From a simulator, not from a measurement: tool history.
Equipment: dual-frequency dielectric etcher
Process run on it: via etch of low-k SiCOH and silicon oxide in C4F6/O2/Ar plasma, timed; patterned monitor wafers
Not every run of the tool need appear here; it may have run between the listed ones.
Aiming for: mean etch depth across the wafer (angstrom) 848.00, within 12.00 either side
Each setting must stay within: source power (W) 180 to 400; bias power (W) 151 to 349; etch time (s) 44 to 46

run,hour,source power (W),bias power (W),etch time (s),mean etch depth across the wafer (angstrom)
1,0.0,290,250,44,1084.50
2,6.4,290,250,46,1141.60
3,9.6,270,235,46,1064.10
4,13.2,270,235,44,1013.40
5,16.5,270,235,46,1062.10
6,17.0,270,207,46,1002.00
7,21.6,260,205,46,979.42
8,30.5,250,204,46,965.28
9,38.1,240,202,46,934.73
10,40.4,230,202,46,922.91

4 next moves are on the table. One of them brings every result within its allowed miss. Which?
A,42.7,210,208,45,?
B,42.7,220,202,46,?
C,42.7,300,182,46,?
D,42.7,220,197,44,?

move,mean etch depth across the wafer (angstrom)
A,876.79
B,902.99
C,989.44
D,852.90
A: nearer than the last run, and not there yet
B: nearer than the last run, and not there yet
C: misses by more than the last run did
D: in spec on every target
Answer: D
